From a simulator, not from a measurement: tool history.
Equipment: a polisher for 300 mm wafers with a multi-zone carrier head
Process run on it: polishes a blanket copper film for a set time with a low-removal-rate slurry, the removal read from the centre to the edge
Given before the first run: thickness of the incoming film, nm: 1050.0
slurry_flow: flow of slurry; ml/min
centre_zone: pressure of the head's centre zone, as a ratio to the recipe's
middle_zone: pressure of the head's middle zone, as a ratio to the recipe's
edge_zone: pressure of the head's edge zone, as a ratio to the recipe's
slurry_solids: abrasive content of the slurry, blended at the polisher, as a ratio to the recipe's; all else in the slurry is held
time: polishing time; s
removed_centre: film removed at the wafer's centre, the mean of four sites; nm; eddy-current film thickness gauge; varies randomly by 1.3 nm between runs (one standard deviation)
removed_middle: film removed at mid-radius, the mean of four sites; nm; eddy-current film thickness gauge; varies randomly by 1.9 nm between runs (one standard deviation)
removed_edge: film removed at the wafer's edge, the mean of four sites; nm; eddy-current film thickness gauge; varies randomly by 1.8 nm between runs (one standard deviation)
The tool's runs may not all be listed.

run 1 day=0.000 | slurry_flow=280 centre_zone=1.00 middle_zone=1.00 edge_zone=1.00 slurry_solids=1.0 time=63 | removed_centre=182.77 removed_middle=189.51 removed_edge=190.84
run 2 day=0.129 | slurry_flow=285 centre_zone=0.99 middle_zone=1.02 edge_zone=1.00 slurry_solids=1.0 time=63 | removed_centre=180.94 removed_middle=194.35 removed_edge=189.26
run 3 day=0.192 | slurry_flow=285 centre_zone=0.99 middle_zone=1.02 edge_zone=1.04 slurry_solids=1.0 time=63 | removed_centre=184.27 removed_middle=193.48 removed_edge=193.91
run 4 day=0.500 | slurry_flow=290 centre_zone=0.98 middle_zone=1.03 edge_zone=1.04 slurry_solids=1.0 time=63 | removed_centre=182.14 removed_middle=194.46 removed_edge=193.18
run 5 day=0.725 | slurry_flow=290 centre_zone=0.98 middle_zone=1.03 edge_zone=1.04 slurry_solids=1.0 time=70 | removed_centre=201.36 removed_middle=219.25 removed_edge=214.36
run 6 day=0.917 | slurry_flow=285 centre_zone=0.97 middle_zone=1.03 edge_zone=1.03 slurry_solids=1.0 time=70 | removed_centre=197.25 removed_middle=214.52 removed_edge=214.78
run 7 day=1.075 | slurry_flow=285 centre_zone=0.97 middle_zone=1.04 edge_zone=1.02 slurry_solids=1.0 time=70 | removed_centre=198.60 removed_middle=216.06 removed_edge=214.49
run 8 day=1.396 | slurry_flow=285 centre_zone=0.96 middle_zone=1.06 edge_zone=1.00 slurry_solids=1.0 time=70 | removed_centre=197.64 removed_middle=219.49 removed_edge=208.66
run 9 day=1.446 | slurry_flow=280 centre_zone=0.95 middle_zone=1.07 edge_zone=1.00 slurry_solids=1.0 time=70 | removed_centre=192.56 removed_middle=222.85 removed_edge=208.17
run 10 day=1.683 | slurry_flow=275 centre_zone=0.95 middle_zone=1.07 edge_zone=0.99 slurry_solids=1.0 time=70 | removed_centre=192.14 removed_middle=223.44 removed_edge=211.75
run 11 day=1.883 | slurry_flow=275 centre_zone=0.95 middle_zone=1.07 edge_zone=0.99 slurry_solids=1.0 time=70 | removed_centre=193.76 removed_middle=219.43 removed_edge=207.22

What does the tool deliver on the next run?
run 12 day=2.004 | slurry_flow=270 centre_zone=0.94 middle_zone=1.08 edge_zone=0.99 slurry_solids=1.0 time=70 | removed_centre=? removed_middle=? removed_edge=?

Run 12 produced removed_centre 192.82 nm, removed_middle 223.11 nm, removed_edge 206.73 nm.
